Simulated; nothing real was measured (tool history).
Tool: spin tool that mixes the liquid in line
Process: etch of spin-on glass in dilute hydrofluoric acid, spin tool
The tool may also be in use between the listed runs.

run  hour  temperature setpoint of the liquid (°C)  parts of water to one part of 49 % hydrofluoric acid (parts by volume)  time under the liquid (s)  thickness taken off the spin-on glass on a monitor wafer (angstrom)
  1     0                                       25                                                                      50                         55                                                               709.92
  2   3.4                                       25                                                                      40                         55                                                               901.64
  3   4.3                                       27                                                                      40                         55                                                               989.81
  4   9.8                                     28.5                                                                      40                         55                                                               1042.9
  5  12.1                                     28.5                                                                      55                         55                                                               738.48
  6  18.5                                     25.5                                                                      55                         55                                                               660.51
  7  21.5                                     23.5                                                                      55                         55                                                               602.21
  8  24.3                                       22                                                                      55                         55                                                               574.61
  9  27.8                                     20.5                                                                      55                         55                                                               535.41
 10  28.9                                     19.5                                                                      55                         55                                                               513.46
 11  35.4                                       19                                                                      55                         55                                                               509.25
 12  38.8                                     18.5                                                                      55                         55                                                               490.06
 13  43.2                                       18                                                                      55                         55                                                               482.03
 14    52                                     17.5                                                                      55                         55                                                               470.37
 15  58.1                                       17                                                                      60                         55                                                               419.28

Forecast run 16:
 16  63.5                                       17                                                                      65                         55                                                                    ?

Run 16 gave thickness taken off the spin-on glass on a monitor wafer (angstrom) 382.34.
